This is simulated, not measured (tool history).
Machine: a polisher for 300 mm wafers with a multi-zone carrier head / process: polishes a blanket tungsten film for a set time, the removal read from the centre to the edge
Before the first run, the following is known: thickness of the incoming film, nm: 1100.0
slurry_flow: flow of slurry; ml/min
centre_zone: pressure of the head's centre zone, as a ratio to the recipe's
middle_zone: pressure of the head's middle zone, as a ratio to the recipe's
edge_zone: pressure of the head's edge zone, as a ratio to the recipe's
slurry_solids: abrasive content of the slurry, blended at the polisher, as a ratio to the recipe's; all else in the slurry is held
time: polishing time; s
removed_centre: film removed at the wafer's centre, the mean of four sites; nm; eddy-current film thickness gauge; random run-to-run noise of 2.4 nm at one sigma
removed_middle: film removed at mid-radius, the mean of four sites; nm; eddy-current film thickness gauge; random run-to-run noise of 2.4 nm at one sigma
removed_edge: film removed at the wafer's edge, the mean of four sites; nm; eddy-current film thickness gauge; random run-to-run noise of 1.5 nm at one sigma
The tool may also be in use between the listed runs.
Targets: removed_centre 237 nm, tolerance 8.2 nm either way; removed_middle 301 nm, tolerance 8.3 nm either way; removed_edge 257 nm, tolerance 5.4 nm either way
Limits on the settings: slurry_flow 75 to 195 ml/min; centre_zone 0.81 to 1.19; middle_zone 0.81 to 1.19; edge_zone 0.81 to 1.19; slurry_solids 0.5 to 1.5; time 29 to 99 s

run,hour,slurry_flow,centre_zone,middle_zone,edge_zone,slurry_solids,time,removed_centre,removed_middle,removed_edge
1,0,125,1,1,1,1,64,310,327.92,317.46
2,7.7,115,0.96,1.02,0.94,0.9,64,285.67,313.95,298.29
3,14.8,115,0.96,1.02,0.94,1.05,64,292.54,333.21,309.07
4,19.6,115,0.96,1.02,0.94,1.2,64,315.5,349.54,328.04
5,22.1,110,0.94,1.04,0.9,1.05,64,288.67,337.9,305.92
6,31.1,110,0.94,1.04,0.83,1.05,64,289.84,326.91,298.58
7,34.3,105,0.93,1.07,0.82,0.95,64,280.74,324.92,286.39
8,35.8,100,0.91,1.08,0.82,0.85,64,255.37,310.52,275.2
9,41.6,95,0.91,1.1,0.82,0.8,64,245.04,304.42,262.81

Consider the 5 candidate settings below. Which is the only one whose results all fall within their allowed miss of target?
A,47.4,95,0.98,1.11,0.83,0.9,61,?,?,?
B,47.4,100,0.95,1.18,0.82,0.9,56,?,?,?
C,47.4,85,0.95,1.12,0.81,0.75,63,?,?,?
D,47.4,115,0.83,1,0.85,0.95,56,?,?,?
E,47.4,105,0.93,1.15,0.91,0.95,56,?,?,?

move,removed_centre,removed_middle,removed_edge
A,264.49,307.6,261.14
B,238.92,301.52,240.75
C,238.5,289.82,244.82
D,220.43,275.89,254.2
E,241.7,304.3,255.12
A: gets the furthest-off result to its target, but another result is out of tolerance
B: takes the biggest miss from the last run beyond its target
C: takes the biggest miss from the last run beyond its target
D: gets the furthest-off result to its target, but another result is out of tolerance
E: in spec on every target
E is the move that brings every result within its allowed miss.

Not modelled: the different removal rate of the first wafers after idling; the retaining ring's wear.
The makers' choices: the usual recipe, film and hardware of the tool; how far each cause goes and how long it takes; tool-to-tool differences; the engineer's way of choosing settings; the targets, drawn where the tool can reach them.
